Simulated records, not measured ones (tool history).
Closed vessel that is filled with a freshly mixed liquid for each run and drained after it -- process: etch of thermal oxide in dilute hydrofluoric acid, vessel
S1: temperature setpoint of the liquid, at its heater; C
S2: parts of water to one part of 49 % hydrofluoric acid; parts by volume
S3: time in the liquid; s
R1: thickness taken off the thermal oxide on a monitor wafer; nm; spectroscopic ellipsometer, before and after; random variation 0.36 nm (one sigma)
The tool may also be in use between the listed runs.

| run | hour | S1 | S2 | S3 | R1 |
|---|---|---|---|---|---|
| 1 | 0.0 | 26.0 | 155 | 725 | 22.155 |
| 2 | 8.2 | 26.0 | 195 | 725 | 16.963 |
| 3 | 16.1 | 26.0 | 195 | 780 | 18.336 |
| 4 | 22.2 | 27.0 | 175 | 780 | 21.713 |
| 5 | 27.7 | 24.0 | 175 | 780 | 19.343 |
| 6 | 30.9 | 25.5 | 160 | 780 | 22.787 |
| 7 | 31.5 | 27.0 | 145 | 780 | 27.280 |

Estimate the outcome of run 8 from the log above:
| 8 | 38.4 | 31.0 | 80 | 780 | ? |

Run 8 produced R1 61.350 nm.

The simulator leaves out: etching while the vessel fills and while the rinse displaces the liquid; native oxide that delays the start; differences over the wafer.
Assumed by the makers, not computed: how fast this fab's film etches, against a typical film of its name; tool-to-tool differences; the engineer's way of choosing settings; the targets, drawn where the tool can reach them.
